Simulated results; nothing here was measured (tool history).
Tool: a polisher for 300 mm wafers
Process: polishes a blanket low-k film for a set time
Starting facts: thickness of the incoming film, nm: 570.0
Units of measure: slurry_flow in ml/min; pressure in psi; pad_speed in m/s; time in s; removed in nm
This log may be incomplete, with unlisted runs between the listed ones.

run 1 day=0.000 | slurry_flow=305 pressure=2.1 pad_speed=1.02 slurry_solids=1.0 time=113 | removed=41.401
run 2 day=0.321 | slurry_flow=305 pressure=2.3 pad_speed=1.02 slurry_solids=1.0 time=113 | removed=45.049
run 3 day=0.450 | slurry_flow=305 pressure=2.5 pad_speed=1.02 slurry_solids=1.0 time=113 | removed=48.241
run 4 day=0.550 | slurry_flow=305 pressure=2.5 pad_speed=0.90 slurry_solids=1.0 time=113 | removed=44.970
run 5 day=0.896 | slurry_flow=305 pressure=2.2 pad_speed=0.90 slurry_solids=1.0 time=113 | removed=40.042
run 6 day=0.967 | slurry_flow=305 pressure=2.2 pad_speed=0.90 slurry_solids=1.0 time=113 | removed=40.868
run 7 day=1.167 | slurry_flow=305 pressure=2.5 pad_speed=0.92 slurry_solids=1.0 time=113 | removed=44.822
run 8 day=1.479 | slurry_flow=305 pressure=2.7 pad_speed=0.94 slurry_solids=1.0 time=113 | removed=48.471
run 9 day=1.838 | slurry_flow=305 pressure=2.9 pad_speed=0.96 slurry_solids=1.0 time=113 | removed=52.997

The next listed run, before its measurement:
run 10 day=2.192 | slurry_flow=305 pressure=2.9 pad_speed=0.96 slurry_solids=1.0 time=113 | removed=?

{"run 10": {"removed": 52.779}}

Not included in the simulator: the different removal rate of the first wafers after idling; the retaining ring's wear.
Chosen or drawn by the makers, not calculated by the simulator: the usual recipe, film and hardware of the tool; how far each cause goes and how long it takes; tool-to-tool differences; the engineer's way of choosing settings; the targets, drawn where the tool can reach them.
